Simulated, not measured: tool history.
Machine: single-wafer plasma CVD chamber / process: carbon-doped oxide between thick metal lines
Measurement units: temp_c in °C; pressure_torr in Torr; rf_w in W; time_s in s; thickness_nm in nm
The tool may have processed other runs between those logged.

run	hour	temp_c	pressure_torr	rf_w	time_s	thickness_nm
1	0	345	4.68	505	125	634.12
2	6.1	345	4.68	545	125	657.5
3	11	345	4.68	605	125	696.07
4	15.8	349	4.36	550	125	648.76
5	23.5	352	4.14	505	125	609.17
6	24.1	352	4.14	440	125	566.83
7	29.5	353	3.98	425	125	549.45

Run 8 is up next; what results do you expect?
8	31.8	354	3.84	420	125	?

thickness_nm: 538.43 nm
